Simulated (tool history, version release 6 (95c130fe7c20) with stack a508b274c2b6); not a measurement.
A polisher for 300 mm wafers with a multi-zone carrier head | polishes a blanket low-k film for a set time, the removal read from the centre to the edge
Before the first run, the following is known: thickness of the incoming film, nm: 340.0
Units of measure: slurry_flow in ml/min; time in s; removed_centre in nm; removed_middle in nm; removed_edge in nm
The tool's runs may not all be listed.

| run | day | slurry_flow | centre_zone | middle_zone | edge_zone | slurry_solids | time | removed_centre | removed_middle | removed_edge |
|---|---|---|---|---|---|---|---|---|---|---|
| 1 | 0 | 215 | 1 | 1 | 1 | 1 | 52 | 24.222 | 24.029 | 24.865 |
| 2 | 0.225 | 215 | 1 | 0.97 | 1 | 1 | 52 | 24.417 | 23.072 | 25.099 |
| 3 | 0.388 | 215 | 1 | 0.97 | 1 | 0.9 | 52 | 23.005 | 22.048 | 23.462 |
| 4 | 0.617 | 170 | 1 | 0.97 | 1 | 0.9 | 52 | 21.986 | 21.374 | 22.79 |
| 5 | 0.642 | 170 | 0.91 | 0.97 | 1 | 0.9 | 52 | 19.565 | 20.801 | 22.459 |
| 6 | 0.979 | 185 | 0.92 | 1.01 | 1.01 | 0.9 | 52 | 20.482 | 22.316 | 22.973 |
| 7 | 1.196 | 200 | 0.92 | 1.04 | 1.02 | 0.9 | 52 | 20.905 | 22.964 | 23.159 |
| 8 | 1.342 | 210 | 0.91 | 1.07 | 1.02 | 0.9 | 52 | 20.506 | 23.762 | 23.029 |
| 9 | 1.633 | 220 | 0.91 | 1.09 | 1.03 | 0.9 | 52 | 21.206 | 24.357 | 23.757 |

What does the tool deliver on the next run?
| 10 | 1.667 | 230 | 0.91 | 1.11 | 1.02 | 0.9 | 52 | ? | ? | ? |

Run 10 measured removed_centre 21.1 nm, removed_middle 25.03 nm, removed_edge 23.294 nm.
